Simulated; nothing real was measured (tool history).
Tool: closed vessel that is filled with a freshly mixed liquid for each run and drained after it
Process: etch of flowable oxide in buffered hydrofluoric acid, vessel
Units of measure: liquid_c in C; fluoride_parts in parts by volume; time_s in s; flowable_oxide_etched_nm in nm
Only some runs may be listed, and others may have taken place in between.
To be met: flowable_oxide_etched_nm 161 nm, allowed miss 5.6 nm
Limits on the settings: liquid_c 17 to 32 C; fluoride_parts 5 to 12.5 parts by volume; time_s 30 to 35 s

run 1 hour=0 | liquid_c=25 fluoride_parts=7.5 time_s=35 | flowable_oxide_etched_nm=233.33
run 2 hour=2.5 | liquid_c=23.5 fluoride_parts=7.5 time_s=35 | flowable_oxide_etched_nm=216.2
run 3 hour=8.5 | liquid_c=23.5 fluoride_parts=7.5 time_s=35 | flowable_oxide_etched_nm=217.66
run 4 hour=17.4 | liquid_c=23.5 fluoride_parts=6 time_s=35 | flowable_oxide_etched_nm=266.96
run 5 hour=21 | liquid_c=22 fluoride_parts=6.5 time_s=35 | flowable_oxide_etched_nm=230.96
run 6 hour=27.5 | liquid_c=21 fluoride_parts=6.5 time_s=35 | flowable_oxide_etched_nm=216.3
run 7 hour=30.3 | liquid_c=20 fluoride_parts=6.5 time_s=35 | flowable_oxide_etched_nm=205.74
run 8 hour=33.8 | liquid_c=19 fluoride_parts=6.5 time_s=35 | flowable_oxide_etched_nm=193.03
run 9 hour=34.9 | liquid_c=18.5 fluoride_parts=6.5 time_s=35 | flowable_oxide_etched_nm=185.18
run 10 hour=37.9 | liquid_c=18 fluoride_parts=6.5 time_s=35 | flowable_oxide_etched_nm=183.75
run 11 hour=39.7 | liquid_c=18 fluoride_parts=6.5 time_s=35 | flowable_oxide_etched_nm=180.9
run 12 hour=41.6 | liquid_c=17.5 fluoride_parts=6.5 time_s=35 | flowable_oxide_etched_nm=175.33
run 13 hour=49.6 | liquid_c=17.5 fluoride_parts=6.5 time_s=35 | flowable_oxide_etched_nm=177.84

4 next moves are on the table. One of them brings every result within its allowed miss. Which?
run A hour=57.6 | liquid_c=17 fluoride_parts=7 time_s=35 | flowable_oxide_etched_nm=?
run B hour=57.6 | liquid_c=20 fluoride_parts=6.5 time_s=35 | flowable_oxide_etched_nm=?
run C hour=57.6 | liquid_c=18 fluoride_parts=6 time_s=35 | flowable_oxide_etched_nm=?
run D hour=57.6 | liquid_c=19 fluoride_parts=6 time_s=35 | flowable_oxide_etched_nm=?

move=A flowable_oxide_etched_nm=161.75
move=B flowable_oxide_etched_nm=204.36
move=C flowable_oxide_etched_nm=195.72
move=D flowable_oxide_etched_nm=207.09
A: every result within its allowed miss
B: further off than the last run
C: further off than the last run
D: further off than the last run
Answer: A

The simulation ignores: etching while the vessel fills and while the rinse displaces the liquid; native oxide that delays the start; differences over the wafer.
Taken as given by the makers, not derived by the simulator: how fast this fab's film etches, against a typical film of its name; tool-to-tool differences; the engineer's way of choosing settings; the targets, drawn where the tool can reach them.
